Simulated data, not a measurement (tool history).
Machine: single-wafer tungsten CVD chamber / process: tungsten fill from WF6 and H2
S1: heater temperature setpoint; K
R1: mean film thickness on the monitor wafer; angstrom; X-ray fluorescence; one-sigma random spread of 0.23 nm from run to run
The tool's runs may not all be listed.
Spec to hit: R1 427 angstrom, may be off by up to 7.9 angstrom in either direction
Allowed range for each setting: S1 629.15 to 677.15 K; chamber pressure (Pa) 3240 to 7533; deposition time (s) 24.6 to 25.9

Run 1, day 0: S1 653.15 K, chamber pressure (Pa) 5386, deposition time (s) 25.9. Result: R1 511.94 angstrom.
Run 2, day 0.267: S1 651.15 K, chamber pressure (Pa) 5373, deposition time (s) 25.9. Result: R1 491.7 angstrom.
Run 3, day 0.55: S1 651.15 K, chamber pressure (Pa) 6199, deposition time (s) 25.9. Result: R1 521.34 angstrom.
Run 4, day 0.683: S1 648.15 K, chamber pressure (Pa) 6186, deposition time (s) 25.9. Result: R1 490.38 angstrom.
Run 5, day 0.729: S1 655.15 K, chamber pressure (Pa) 6186, deposition time (s) 25.9. Result: R1 567.01 angstrom.
Run 6, day 0.821: S1 650.15 K, chamber pressure (Pa) 6186, deposition time (s) 25.9. Result: R1 510.92 angstrom.
Run 7, day 1.017: S1 648.15 K, chamber pressure (Pa) 6173, deposition time (s) 25.9. Result: R1 484.6 angstrom.
Run 8, day 1.362: S1 647.15 K, chamber pressure (Pa) 6173, deposition time (s) 25.9. Result: R1 478.8 angstrom.
Run 9, day 1.517: S1 646.15 K, chamber pressure (Pa) 6173, deposition time (s) 25.9. Result: R1 467.62 angstrom.
Run 10, day 1.817: S1 645.15 K, chamber pressure (Pa) 6173, deposition time (s) 25.9. Result: R1 464.24 angstrom.
Run 11, day 2.171: S1 644.15 K, chamber pressure (Pa) 6173, deposition time (s) 25.9. Result: R1 448.6 angstrom.
Run 12, day 2.338: S1 643.15 K, chamber pressure (Pa) 6173, deposition time (s) 25.9. Result: R1 439.72 angstrom.

Next run, 5 choices. One meets every target within its allowed miss, the rest don't. Which?
Run A, day 2.504: S1 640.15 K, chamber pressure (Pa) 7519, deposition time (s) 25.9. Result: R1 ?.
Run B, day 2.504: S1 648.15 K, chamber pressure (Pa) 5520, deposition time (s) 25.1. Result: R1 ?.
Run C, day 2.504: S1 643.15 K, chamber pressure (Pa) 6813, deposition time (s) 25.9. Result: R1 ?.
Run D, day 2.504: S1 647.15 K, chamber pressure (Pa) 5853, deposition time (s) 25. Result: R1 ?.
Run E, day 2.504: S1 646.15 K, chamber pressure (Pa) 4920, deposition time (s) 25.9. Result: R1 ?.

move      R1
   A   449.3
   B  454.59
   C  460.66
   D  454.42
   E   427.8
A: lands further from the targets than the last run did
B: lands further from the targets than the last run did
C: lands further from the targets than the last run did
D: lands further from the targets than the last run did
E: all results land within tolerance of their targets
The right move is E.
